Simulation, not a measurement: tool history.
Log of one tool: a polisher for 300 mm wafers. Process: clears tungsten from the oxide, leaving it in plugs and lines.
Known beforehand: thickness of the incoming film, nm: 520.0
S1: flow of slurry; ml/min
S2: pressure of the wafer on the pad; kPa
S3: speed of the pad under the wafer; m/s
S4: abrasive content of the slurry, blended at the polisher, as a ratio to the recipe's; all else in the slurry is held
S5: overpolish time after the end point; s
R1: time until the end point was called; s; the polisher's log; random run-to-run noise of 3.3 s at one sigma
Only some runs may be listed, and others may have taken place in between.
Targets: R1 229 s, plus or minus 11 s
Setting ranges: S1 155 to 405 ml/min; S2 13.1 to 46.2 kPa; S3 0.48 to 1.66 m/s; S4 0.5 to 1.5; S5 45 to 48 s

run  hour   S1    S2    S3    S4  S5      R1
  1     0  260  29.6  1.06     1  45  87.091
  2     7  260  27.6     1     1  45  97.706
  3  13.7  260  26.2  0.94     1  45  111.55
  4  14.4  260  26.2  0.94   1.2  45  107.53
  5  21.6  260  26.2  0.94   1.2  48  106.68
  6    28  260  26.2  0.94     1  48   111.9
  7  29.8  260  24.8  0.92     1  48  121.54
  8  31.4  260  23.4   0.9     1  48  125.99
  9  38.4  250  15.2   0.6  0.95  48  286.69

Exercise: of the 4 proposed moves below, exactly one satisfies all targets within the stated allowed misses. Which move is it?
  A  45.4  220  17.2  0.48  1.25  48   ?
  B  45.4  220  16.5   0.6   0.7  48   ?
  C  45.4  225  15.9  0.72  1.05  48   ?
  D  45.4  235  15.2  0.54   0.8  48   ?

move      R1
   A  297.78
   B  294.35
   C  229.58
   D  337.41
A: its largest miss is bigger than the last run's
B: its largest miss is bigger than the last run's
C: meets every target
D: its largest miss is bigger than the last run's
The right move is C.

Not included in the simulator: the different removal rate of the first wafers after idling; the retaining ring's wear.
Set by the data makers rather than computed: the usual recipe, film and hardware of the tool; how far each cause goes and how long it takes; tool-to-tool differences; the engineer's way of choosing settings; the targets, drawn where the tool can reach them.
